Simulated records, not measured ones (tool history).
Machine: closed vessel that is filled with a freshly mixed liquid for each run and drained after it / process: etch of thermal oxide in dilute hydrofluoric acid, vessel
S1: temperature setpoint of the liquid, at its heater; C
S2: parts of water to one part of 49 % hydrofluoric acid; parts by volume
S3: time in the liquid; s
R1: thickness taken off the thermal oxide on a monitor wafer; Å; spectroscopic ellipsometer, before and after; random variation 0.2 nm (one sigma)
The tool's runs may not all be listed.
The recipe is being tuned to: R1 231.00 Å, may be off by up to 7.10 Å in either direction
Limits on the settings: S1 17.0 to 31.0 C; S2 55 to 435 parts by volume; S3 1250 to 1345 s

Run 1, day 0.000: S1 23.0 C, S2 245 parts by volume, S3 1250 s. Result: R1 197.48 Å.
Run 2, day 0.112: S1 23.0 C, S2 325 parts by volume, S3 1250 s. Result: R1 138.88 Å.
Run 3, day 0.462: S1 24.5 C, S2 310 parts by volume, S3 1250 s. Result: R1 156.20 Å.
Run 4, day 0.512: S1 24.5 C, S2 310 parts by volume, S3 1250 s. Result: R1 156.35 Å.
Run 5, day 0.804: S1 24.5 C, S2 310 parts by volume, S3 1345 s. Result: R1 168.46 Å.
Run 6, day 1.100: S1 24.5 C, S2 310 parts by volume, S3 1250 s. Result: R1 151.62 Å.
Run 7, day 1.262: S1 25.5 C, S2 295 parts by volume, S3 1250 s. Result: R1 173.11 Å.
Run 8, day 1.533: S1 29.5 C, S2 280 parts by volume, S3 1250 s. Result: R1 210.67 Å.

4 candidate next runs follow, results not yet known. Just one meets every target within its allowed miss. Identify it.
Run A, day 1.804: S1 29.0 C, S2 255 parts by volume, S3 1250 s. Result: R1 ?.
Run B, day 1.804: S1 26.5 C, S2 260 parts by volume, S3 1250 s. Result: R1 ?.
Run C, day 1.804: S1 29.5 C, S2 295 parts by volume, S3 1335 s. Result: R1 ?.
Run D, day 1.804: S1 29.5 C, S2 280 parts by volume, S3 1290 s. Result: R1 ?.

move      R1
   A  235.42
   B  210.89
   C  211.36
   D  218.76
A: all results in spec
B: neither nearer nor further off than the last run
C: neither nearer nor further off than the last run
D: nearer than the last run, and not there yet
The right move is A.
